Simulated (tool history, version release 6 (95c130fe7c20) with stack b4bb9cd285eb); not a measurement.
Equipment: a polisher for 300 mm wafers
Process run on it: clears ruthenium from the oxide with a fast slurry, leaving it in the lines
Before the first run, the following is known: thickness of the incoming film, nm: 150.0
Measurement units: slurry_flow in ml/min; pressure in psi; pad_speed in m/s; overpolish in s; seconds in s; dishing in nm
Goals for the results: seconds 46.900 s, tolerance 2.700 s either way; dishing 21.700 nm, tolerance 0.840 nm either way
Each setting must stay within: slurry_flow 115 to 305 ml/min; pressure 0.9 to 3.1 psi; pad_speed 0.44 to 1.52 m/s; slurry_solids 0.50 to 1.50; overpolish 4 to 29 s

| run | hour | slurry_flow | pressure | pad_speed | slurry_solids | overpolish | seconds | dishing |
|---|---|---|---|---|---|---|---|---|
| 1 | 0.0 | 195 | 2.0 | 0.98 | 1.00 | 15 | 41.280 | 39.449 |
| 2 | 5.2 | 180 | 2.0 | 0.98 | 1.00 | 15 | 42.518 | 38.313 |
| 3 | 10.0 | 180 | 2.0 | 0.98 | 1.15 | 15 | 40.410 | 40.119 |
| 4 | 16.1 | 180 | 2.0 | 1.20 | 1.15 | 15 | 33.611 | 48.284 |
| 5 | 19.3 | 180 | 2.0 | 1.20 | 1.25 | 15 | 32.891 | 50.336 |
| 6 | 25.8 | 190 | 1.9 | 1.16 | 1.20 | 13 | 34.332 | 40.236 |
| 7 | 28.7 | 200 | 1.6 | 1.16 | 1.20 | 12 | 39.123 | 33.384 |
| 8 | 37.7 | 235 | 1.1 | 1.16 | 1.20 | 7 | 51.633 | 15.740 |
| 9 | 41.5 | 220 | 1.2 | 1.16 | 1.20 | 8 | 47.635 | 19.072 |
| 10 | 49.2 | 210 | 1.2 | 1.16 | 1.20 | 8 | 48.188 | 19.112 |
| 11 | 52.1 | 200 | 1.2 | 1.16 | 1.20 | 8 | 49.212 | 18.544 |

Which one of the following 5 next-run settings gets every result inside its allowed miss? There is exactly one.
| A | 55.0 | 175 | 1.1 | 1.16 | 1.25 | 9 | ? | ? |
| B | 55.0 | 230 | 1.3 | 1.04 | 1.40 | 9 | ? | ? |
| C | 55.0 | 175 | 1.0 | 1.16 | 1.50 | 11 | ? | ? |
| D | 55.0 | 175 | 1.5 | 1.12 | 1.30 | 9 | ? | ? |
| E | 55.0 | 175 | 1.4 | 1.10 | 1.15 | 10 | ? | ? |

| move | seconds | dishing |
|---|---|---|
| A | 51.155 | 19.876 |
| B | 47.011 | 21.554 |
| C | 51.142 | 24.089 |
| D | 41.904 | 24.056 |
| E | 46.917 | 23.882 |
A: better than the last run, though not everything is in spec
B: hits every target within its allowed miss
C: takes the result that was furthest off past its target
D: takes the result that was furthest off past its target
E: takes the result that was furthest off past its target
The right move is B.
